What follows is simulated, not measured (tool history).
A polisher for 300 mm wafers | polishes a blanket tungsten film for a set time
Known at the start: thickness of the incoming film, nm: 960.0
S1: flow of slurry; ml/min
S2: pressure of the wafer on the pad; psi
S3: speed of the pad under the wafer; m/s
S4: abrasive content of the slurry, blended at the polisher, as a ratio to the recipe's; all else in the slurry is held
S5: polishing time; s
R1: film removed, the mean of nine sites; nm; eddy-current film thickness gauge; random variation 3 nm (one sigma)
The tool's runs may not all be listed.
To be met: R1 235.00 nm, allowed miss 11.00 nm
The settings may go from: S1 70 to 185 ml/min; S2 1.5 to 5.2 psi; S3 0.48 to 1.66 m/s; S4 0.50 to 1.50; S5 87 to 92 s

run,hour,S1,S2,S3,S4,S5,R1
1,0.0,120,3.3,1.06,1.00,87,466.20
2,1.5,120,3.3,1.06,1.00,87,467.76
3,6.9,120,3.1,1.04,1.00,87,435.19
4,13.5,120,3.1,1.04,0.80,87,407.34
5,20.7,95,3.1,1.04,0.80,87,376.78
6,27.1,95,2.6,1.04,0.80,87,317.77
7,33.3,95,2.5,1.04,0.80,87,314.31
8,34.2,95,2.4,1.04,0.80,87,304.93
9,40.2,95,2.3,1.04,0.80,87,293.72
10,44.1,95,2.2,1.04,0.80,87,278.74
11,46.3,90,2.0,1.04,0.80,87,254.60

4 next moves are on the table. One of them brings every result within its allowed miss. Which?
A,48.5,75,2.3,1.08,0.70,91,?
B,48.5,95,2.2,1.04,0.80,92,?
C,48.5,130,1.6,1.02,0.75,92,?
D,48.5,95,2.5,0.84,1.00,90,?

move,R1
A,277.27
B,295.13
C,233.39
D,282.74
A: further off than the last run
B: further off than the last run
C: meets every target
D: further off than the last run
Move C is the one to make.

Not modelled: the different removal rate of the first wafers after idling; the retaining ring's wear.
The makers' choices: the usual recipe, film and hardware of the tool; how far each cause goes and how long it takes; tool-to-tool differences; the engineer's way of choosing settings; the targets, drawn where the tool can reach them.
